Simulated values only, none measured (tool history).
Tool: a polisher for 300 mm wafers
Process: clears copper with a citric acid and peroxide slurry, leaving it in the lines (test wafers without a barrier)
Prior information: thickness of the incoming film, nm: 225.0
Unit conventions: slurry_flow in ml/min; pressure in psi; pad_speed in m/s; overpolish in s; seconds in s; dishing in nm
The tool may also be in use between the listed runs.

run	day	slurry_flow	pressure	pad_speed	slurry_solids	overpolish	seconds	dishing
1	0.000	280	3.7	0.90	1.0	15	113.98	22.1130
2	0.104	280	3.7	0.90	1.1	15	111.20	23.2050
3	0.417	245	3.7	0.90	1.1	15	112.23	22.5980
4	0.692	240	3.2	0.82	1.1	14	142.02	17.7700
5	1.062	240	2.8	0.76	1.1	12	171.22	12.3800
6	1.417	175	2.8	0.76	1.1	12	178.64	12.2020
7	1.679	175	2.5	0.74	1.1	12	205.42	10.7300
8	1.750	175	2.3	0.74	1.1	12	221.78	9.8365

What does the tool deliver on the next run?
9	1.908	175	2.2	0.74	1.1	12	?	?

{"run 9": {"seconds": 229.18, "dishing": 9.524}}

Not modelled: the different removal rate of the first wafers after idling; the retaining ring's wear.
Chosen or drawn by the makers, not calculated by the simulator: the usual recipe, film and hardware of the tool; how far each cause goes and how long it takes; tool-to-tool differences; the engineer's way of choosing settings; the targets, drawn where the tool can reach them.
